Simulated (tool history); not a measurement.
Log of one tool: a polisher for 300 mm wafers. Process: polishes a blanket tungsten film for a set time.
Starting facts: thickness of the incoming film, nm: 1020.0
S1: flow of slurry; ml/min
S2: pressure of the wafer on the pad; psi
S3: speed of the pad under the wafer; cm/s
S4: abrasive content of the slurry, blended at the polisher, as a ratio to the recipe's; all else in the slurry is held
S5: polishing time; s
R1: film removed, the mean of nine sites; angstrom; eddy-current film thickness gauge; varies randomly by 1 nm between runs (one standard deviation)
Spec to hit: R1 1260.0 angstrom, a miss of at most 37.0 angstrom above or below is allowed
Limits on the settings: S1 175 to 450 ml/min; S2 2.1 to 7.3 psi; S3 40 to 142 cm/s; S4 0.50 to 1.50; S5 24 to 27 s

run,hour,S1,S2,S3,S4,S5,R1
1,0.0,290,4.7,90,1.00,27,1529.0
2,2.2,335,4.7,90,1.00,27,1548.5
3,7.1,335,5.8,90,1.00,27,1901.1
4,9.3,335,5.8,80,1.00,27,1733.1
5,15.9,335,5.8,100,1.00,27,2030.7
6,16.9,335,5.5,100,1.00,27,1960.8
7,25.8,335,5.2,100,1.00,27,1827.2
8,28.7,335,5.2,100,1.00,27,1864.0
9,29.6,335,5.0,100,1.00,27,1783.6
10,38.5,335,4.8,100,1.00,27,1687.6
11,44.8,335,4.6,100,1.00,27,1631.8
12,50.9,335,4.5,100,1.00,27,1609.4
13,52.8,335,4.4,100,1.00,27,1591.0
14,57.2,335,4.3,100,1.00,27,1551.3
15,64.6,335,4.2,100,1.00,27,1525.8
16,66.3,335,4.1,100,1.00,27,1465.3
17,75.3,335,4.0,100,1.00,27,1428.7
18,79.5,335,3.9,100,1.00,27,1396.6
19,83.8,335,3.8,100,1.00,27,1354.7

5 candidate next runs follow, results not yet known. Just one meets every target within its allowed miss. Identify it.
A,88.1,355,4.2,116,0.75,26,?
B,88.1,285,3.3,120,0.90,24,?
C,88.1,395,4.4,88,0.80,24,?
D,88.1,345,4.2,94,1.05,27,?
E,88.1,450,3.7,96,1.30,24,?

move,R1
A,1467.0
B,1164.7
C,1186.9
D,1468.3
E,1282.2
A: the biggest miss grows against the last run
B: takes the biggest miss from the last run beyond its target
C: takes the biggest miss from the last run beyond its target
D: the biggest miss grows against the last run
E: every result lands within tolerance
The move that meets every target is E.
